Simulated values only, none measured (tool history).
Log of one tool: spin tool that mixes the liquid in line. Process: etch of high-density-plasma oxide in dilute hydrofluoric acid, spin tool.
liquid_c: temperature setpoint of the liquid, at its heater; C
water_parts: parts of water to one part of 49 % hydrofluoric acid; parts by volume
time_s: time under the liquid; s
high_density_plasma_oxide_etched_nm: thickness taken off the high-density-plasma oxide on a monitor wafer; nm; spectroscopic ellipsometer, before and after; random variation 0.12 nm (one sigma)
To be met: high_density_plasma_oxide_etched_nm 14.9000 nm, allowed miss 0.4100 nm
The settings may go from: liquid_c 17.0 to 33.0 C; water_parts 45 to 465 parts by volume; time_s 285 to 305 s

run,hour,liquid_c,water_parts,time_s,high_density_plasma_oxide_etched_nm
1,0.0,25.0,255,285,6.8516
2,3.7,25.0,195,285,9.3833
3,5.0,26.5,195,285,9.8543
4,8.7,24.5,195,285,9.2765
5,14.7,24.5,195,305,9.8530
6,20.0,24.5,195,305,9.9011
7,28.6,26.0,190,305,10.8000
8,31.8,27.0,185,305,11.6210
9,39.6,28.0,185,305,12.1970
10,40.7,29.0,185,305,12.3400
11,48.8,29.5,180,305,13.1590
12,56.0,30.0,180,305,13.4380

Which of these 5 next moves meets every target?
A,63.2,29.0,170,305,?
B,63.2,30.0,150,290,?
C,63.2,30.0,145,285,?
D,63.2,27.5,185,305,?
E,63.2,31.0,170,305,?

move,high_density_plasma_oxide_etched_nm
A,14.0060
B,16.0480
C,16.4230
D,11.9760
E,15.0320
A: nearer than the last run, and not there yet
B: takes the result that was furthest off past its target
C: takes the result that was furthest off past its target
D: further off than the last run
E: meets every target
The right move is E.

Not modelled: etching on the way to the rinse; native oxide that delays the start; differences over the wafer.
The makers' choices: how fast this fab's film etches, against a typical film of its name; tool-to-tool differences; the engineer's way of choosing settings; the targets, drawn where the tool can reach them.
